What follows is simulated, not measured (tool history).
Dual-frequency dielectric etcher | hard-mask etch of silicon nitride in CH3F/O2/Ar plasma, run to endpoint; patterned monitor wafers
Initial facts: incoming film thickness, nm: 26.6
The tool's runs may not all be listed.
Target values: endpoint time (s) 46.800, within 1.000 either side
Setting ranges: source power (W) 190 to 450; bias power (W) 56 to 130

Run 1, hour 0.0: source power (W) 320, bias power (W) 93. Result: endpoint time (s) 35.965.
Run 2, hour 2.4: source power (W) 320, bias power (W) 105. Result: endpoint time (s) 34.085.
Run 3, hour 3.3: source power (W) 320, bias power (W) 94. Result: endpoint time (s) 36.080.
Run 4, hour 10.7: source power (W) 310, bias power (W) 91. Result: endpoint time (s) 37.124.
Run 5, hour 16.5: source power (W) 300, bias power (W) 89. Result: endpoint time (s) 37.998.
Run 6, hour 18.0: source power (W) 300, bias power (W) 82. Result: endpoint time (s) 39.672.
Run 7, hour 21.1: source power (W) 290, bias power (W) 81. Result: endpoint time (s) 40.349.
Run 8, hour 29.8: source power (W) 280, bias power (W) 81. Result: endpoint time (s) 40.762.
Run 9, hour 30.7: source power (W) 220, bias power (W) 66. Result: endpoint time (s) 50.628.
Run 10, hour 32.2: source power (W) 240, bias power (W) 67. Result: endpoint time (s) 48.910.
Run 11, hour 33.3: source power (W) 250, bias power (W) 67. Result: endpoint time (s) 47.906.

Exactly one of the 5 candidate moves below puts every result within its allowed miss. Which one?
Run A, hour 34.4: source power (W) 250, bias power (W) 78. Result: endpoint time (s) ?.
Run B, hour 34.4: source power (W) 240, bias power (W) 67. Result: endpoint time (s) ?.
Run C, hour 34.4: source power (W) 250, bias power (W) 60. Result: endpoint time (s) ?.
Run D, hour 34.4: source power (W) 190, bias power (W) 88. Result: endpoint time (s) ?.
Run E, hour 34.4: source power (W) 230, bias power (W) 68. Result: endpoint time (s) ?.

move  endpoint time (s)
   A             43.921
   B             48.609
   C             50.846
   D             46.375
   E             49.116
A: carries the result that was furthest off beyond its target, to the other side
B: its largest miss is bigger than the last run's
C: its largest miss is bigger than the last run's
D: every result within its allowed miss
E: its largest miss is bigger than the last run's
The move that meets every target is D.
